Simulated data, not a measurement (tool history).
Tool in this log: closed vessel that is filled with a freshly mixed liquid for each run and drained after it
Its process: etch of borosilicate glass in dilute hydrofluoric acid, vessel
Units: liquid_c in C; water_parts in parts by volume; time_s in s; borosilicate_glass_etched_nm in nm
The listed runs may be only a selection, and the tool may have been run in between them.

run    day  liquid_c  water_parts  time_s  borosilicate_glass_etched_nm
  1  0.000      23.0           70     100                        60.351
  2  0.083      25.0           55     100                        84.880
  3  0.358      25.0           35     100                       135.570
  4  0.454      26.5           35     100                       146.480
  5  0.579      27.5           35     100                       153.440
  6  0.946      28.5           35     100                       157.120
  7  1.121      29.0           35     100                       162.490

Expected results for the next run?
  8  1.321      29.5           35     100                             ?

Logged for run 8: borosilicate_glass_etched_nm 164.480 nm.

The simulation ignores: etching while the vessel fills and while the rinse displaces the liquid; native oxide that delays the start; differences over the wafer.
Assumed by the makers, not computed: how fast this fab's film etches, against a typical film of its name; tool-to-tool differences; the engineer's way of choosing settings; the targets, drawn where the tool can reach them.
